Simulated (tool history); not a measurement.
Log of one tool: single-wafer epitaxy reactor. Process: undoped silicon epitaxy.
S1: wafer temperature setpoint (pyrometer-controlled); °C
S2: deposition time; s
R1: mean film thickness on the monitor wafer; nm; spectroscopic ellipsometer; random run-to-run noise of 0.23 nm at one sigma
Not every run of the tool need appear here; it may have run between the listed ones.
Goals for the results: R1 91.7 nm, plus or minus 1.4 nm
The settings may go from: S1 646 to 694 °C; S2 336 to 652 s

run  hour   S1   S2      R1
  1     0  670  494  134.46
  2   6.3  680  494  170.89
  3   8.7  673  494  144.84
  4  16.2  673  452  132.64
  5  19.2  673  386  112.84
  6  23.6  673  336  98.146
  7  26.8  672  336  96.298
  8  31.9  671  336  94.027

Of the 5 settings listed for the next run, only one would bring every result within its allowed miss of target. Which one?
  A    37  670  349   ?
  B    37  670  336   ?
  C    37  668  336   ?
  D    37  673  336   ?
  E    37  668  364   ?

move      R1
   A  95.491
   B  91.934
   C  87.651
   D  98.712
   E  94.956
A: misses by more than the last run did
B: all results land within tolerance of their targets
C: takes the result that was furthest off past its target
D: misses by more than the last run did
E: misses by more than the last run did
Answer: B

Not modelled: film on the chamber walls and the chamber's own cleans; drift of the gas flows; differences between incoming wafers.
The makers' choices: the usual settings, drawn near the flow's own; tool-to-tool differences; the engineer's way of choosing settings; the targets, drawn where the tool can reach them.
